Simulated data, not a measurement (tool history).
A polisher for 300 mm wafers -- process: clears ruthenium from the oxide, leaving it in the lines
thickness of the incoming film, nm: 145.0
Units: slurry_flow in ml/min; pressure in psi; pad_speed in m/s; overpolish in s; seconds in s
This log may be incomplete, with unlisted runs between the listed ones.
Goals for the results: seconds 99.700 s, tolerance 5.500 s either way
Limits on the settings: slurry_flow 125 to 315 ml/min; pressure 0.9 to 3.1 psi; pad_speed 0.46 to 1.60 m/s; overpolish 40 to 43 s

run  hour  slurry_flow  pressure  pad_speed  overpolish  seconds
  1   0.0          205       2.0       1.02          40  148.360
  2   6.2          205       1.7       1.02          40  171.110
  3   8.2          205       1.4       1.02          40  209.930
  4   9.8          235       1.4       1.02          40  204.710
  5  14.2          235       1.7       1.02          40  167.280
  6  15.0          240       1.8       1.02          40  156.100
  7  20.3          245       2.4       1.06          40  117.510
  8  22.7          245       2.5       1.06          40  110.530
  9  26.5          245       2.6       1.06          40  107.370

Which single option among these 4 for the next run brings every result within its allowed miss of target? Just one does.
  A  30.3          200       2.7       1.36          40        ?
  B  30.3          295       2.8       1.08          40        ?
  C  30.3          245       3.0       1.14          40        ?
  D  30.3          270       2.3       1.60          40        ?

move  seconds
   A   87.408
   B   96.973
   C   88.506
   D   86.946
A: moves the result that the last run missed by most past its target, out the other side
B: all results land within tolerance of their targets
C: moves the result that the last run missed by most past its target, out the other side
D: moves the result that the last run missed by most past its target, out the other side
B is the move that brings every result within its allowed miss.
